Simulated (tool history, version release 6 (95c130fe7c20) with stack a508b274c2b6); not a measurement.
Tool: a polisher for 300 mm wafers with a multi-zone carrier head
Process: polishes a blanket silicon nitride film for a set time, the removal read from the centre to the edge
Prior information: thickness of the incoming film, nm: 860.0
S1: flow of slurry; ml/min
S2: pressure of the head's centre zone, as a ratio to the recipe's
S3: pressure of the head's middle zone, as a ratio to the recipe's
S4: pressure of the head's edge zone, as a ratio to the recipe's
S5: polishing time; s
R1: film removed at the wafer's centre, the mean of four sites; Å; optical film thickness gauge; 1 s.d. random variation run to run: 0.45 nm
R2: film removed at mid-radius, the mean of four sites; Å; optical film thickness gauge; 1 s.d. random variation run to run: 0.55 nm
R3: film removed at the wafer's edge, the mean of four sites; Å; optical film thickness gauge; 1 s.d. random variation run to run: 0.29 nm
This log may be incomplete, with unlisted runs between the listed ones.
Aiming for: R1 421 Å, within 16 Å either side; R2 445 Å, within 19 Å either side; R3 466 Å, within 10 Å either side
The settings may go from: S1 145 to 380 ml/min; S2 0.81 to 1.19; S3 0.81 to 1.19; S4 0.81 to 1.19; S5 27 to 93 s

run 1 hour=0 | S1=245 S2=1 S3=1 S4=1 S5=59 | R1=761.88 R2=746.8 R3=751.64
run 2 hour=2.7 | S1=230 S2=0.95 S3=0.96 S4=0.96 S5=51 | R1=624.04 R2=625.23 R3=629.88
run 3 hour=9.2 | S1=215 S2=0.91 S3=0.92 S4=0.94 S5=47 | R1=548.35 R2=561.16 R3=573.84
run 4 hour=16.9 | S1=215 S2=0.91 S3=0.92 S4=0.88 S5=47 | R1=545.3 R2=546.77 R3=553.92
run 5 hour=19.3 | S1=215 S2=0.91 S3=0.92 S4=0.92 S5=47 | R1=537.78 R2=559.72 R3=565.19
run 6 hour=24.4 | S1=170 S2=0.91 S3=0.92 S4=0.92 S5=47 | R1=538.07 R2=541.58 R3=553.87
run 7 hour=25.4 | S1=170 S2=0.88 S3=0.9 S4=0.9 S5=45 | R1=495.03 R2=511.4 R3=531.41
run 8 hour=30.1 | S1=160 S2=0.84 S3=0.86 S4=0.83 S5=38 | R1=394.03 R2=416.24 R3=427.44
run 9 hour=36.8 | S1=180 S2=0.85 S3=0.86 S4=0.86 S5=38 | R1=402.98 R2=422.52 R3=444.05
run 10 hour=39.3 | S1=190 S2=0.86 S3=0.87 S4=0.87 S5=38 | R1=410.38 R2=432.1 R3=446.11
run 11 hour=42.7 | S1=195 S2=0.86 S3=0.87 S4=0.89 S5=38 | R1=421.3 R2=429.65 R3=444.88

Which of these 5 next moves meets every target?
run A hour=46.1 | S1=205 S2=0.83 S3=0.85 S4=0.84 S5=40 | R1=? R2=? R3=?
run B hour=46.1 | S1=210 S2=0.91 S3=0.98 S4=0.84 S5=36 | R1=? R2=? R3=?
run C hour=46.1 | S1=230 S2=0.89 S3=0.95 S4=0.81 S5=37 | R1=? R2=? R3=?
run D hour=46.1 | S1=195 S2=0.87 S3=0.82 S4=0.91 S5=38 | R1=? R2=? R3=?
run E hour=46.1 | S1=185 S2=0.91 S3=0.87 S4=0.91 S5=37 | R1=? R2=? R3=?

move=A R1=425.1 R2=439.98 R3=463.5
move=B R1=421.25 R2=446.56 R3=417.14
move=C R1=427.22 R2=450.98 R3=424.76
move=D R1=421.16 R2=403.8 R3=455.13
move=E R1=426.8 R2=410.54 R3=441.17
A: every result within its allowed miss
B: moves away from the targets compared with the last run
C: moves away from the targets compared with the last run
D: neither nearer nor further off than the last run
E: moves away from the targets compared with the last run
Move A is the one to make.

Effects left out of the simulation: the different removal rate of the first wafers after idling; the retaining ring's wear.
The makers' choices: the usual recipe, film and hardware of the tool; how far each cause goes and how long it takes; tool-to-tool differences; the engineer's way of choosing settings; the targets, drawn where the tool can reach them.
